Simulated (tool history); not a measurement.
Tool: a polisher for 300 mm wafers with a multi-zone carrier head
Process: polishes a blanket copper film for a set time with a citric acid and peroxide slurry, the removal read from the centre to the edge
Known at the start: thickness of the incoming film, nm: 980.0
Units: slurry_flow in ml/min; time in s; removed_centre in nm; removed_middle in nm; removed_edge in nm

| run | hour | slurry_flow | centre_zone | middle_zone | edge_zone | slurry_solids | time | removed_centre | removed_middle | removed_edge |
|---|---|---|---|---|---|---|---|---|---|---|
| 1 | 0 | 310 | 1 | 1 | 1 | 1 | 81 | 259.19 | 261.73 | 273.26 |
| 2 | 4 | 310 | 1 | 1 | 1 | 1 | 89 | 288.25 | 292.57 | 297.55 |
| 3 | 6.1 | 235 | 1 | 1 | 1 | 1 | 89 | 278.46 | 285.53 | 289.89 |
| 4 | 6.7 | 235 | 0.98 | 0.97 | 1 | 0.9 | 84 | 249.26 | 250.17 | 265.87 |
| 5 | 12.9 | 230 | 0.96 | 0.95 | 0.99 | 0.85 | 81 | 225.93 | 239.73 | 249.21 |
| 6 | 15.4 | 185 | 0.96 | 0.95 | 0.99 | 0.85 | 81 | 223.61 | 228.91 | 246.16 |
| 7 | 23.7 | 185 | 0.96 | 0.93 | 1 | 0.8 | 78 | 214.81 | 214.07 | 235.97 |
| 8 | 26.4 | 185 | 0.95 | 0.91 | 1 | 0.75 | 76 | 205.58 | 200.51 | 224.33 |
| 9 | 27 | 185 | 0.93 | 0.89 | 1 | 0.7 | 74 | 190.5 | 189.69 | 214.15 |

Run 10 comes next. What will it give?
| 10 | 29.8 | 185 | 0.92 | 0.88 | 1.01 | 0.65 | 73 | ? | ? | ? |

removed_centre: 178.72 nm
removed_middle: 179.09 nm
removed_edge: 206.7 nm
